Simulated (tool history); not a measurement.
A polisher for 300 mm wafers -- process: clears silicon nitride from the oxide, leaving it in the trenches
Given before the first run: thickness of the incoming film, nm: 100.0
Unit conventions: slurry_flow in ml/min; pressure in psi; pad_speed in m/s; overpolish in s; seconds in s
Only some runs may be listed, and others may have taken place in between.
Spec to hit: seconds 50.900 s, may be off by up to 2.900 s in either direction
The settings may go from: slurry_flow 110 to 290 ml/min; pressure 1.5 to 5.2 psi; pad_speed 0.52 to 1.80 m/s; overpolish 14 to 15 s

| run | hour | slurry_flow | pressure | pad_speed | overpolish | seconds |
|---|---|---|---|---|---|---|
| 1 | 0.0 | 185 | 3.3 | 1.16 | 14 | 79.776 |
| 2 | 3.8 | 185 | 3.7 | 1.16 | 14 | 70.622 |
| 3 | 6.5 | 165 | 3.7 | 1.16 | 14 | 72.718 |
| 4 | 13.9 | 165 | 3.8 | 1.16 | 14 | 68.340 |
| 5 | 14.8 | 165 | 3.8 | 1.16 | 15 | 74.132 |
| 6 | 23.8 | 165 | 3.8 | 1.16 | 14 | 70.220 |
| 7 | 26.3 | 165 | 3.9 | 1.16 | 14 | 71.672 |
| 8 | 35.1 | 165 | 3.9 | 1.16 | 14 | 68.465 |
| 9 | 43.6 | 165 | 4.0 | 1.16 | 14 | 67.020 |
| 10 | 44.4 | 165 | 4.1 | 1.16 | 14 | 66.900 |

Below are 4 possible settings for the next run. Only one of them brings all results inside the allowed miss of their targets. Which is it?
| A | 45.2 | 145 | 5.2 | 1.46 | 14 | ? |
| B | 45.2 | 175 | 4.7 | 1.36 | 14 | ? |
| C | 45.2 | 125 | 4.7 | 1.16 | 14 | ? |
| D | 45.2 | 125 | 5.2 | 1.46 | 14 | ? |

| move | seconds |
|---|---|
| A | 45.746 |
| B | 51.610 |
| C | 61.091 |
| D | 47.008 |
A: carries the result that was furthest off beyond its target, to the other side
B: every result lands within tolerance
C: moves toward the targets from the last run without getting all of them in spec
D: carries the result that was furthest off beyond its target, to the other side
Go with B: it meets all targets.
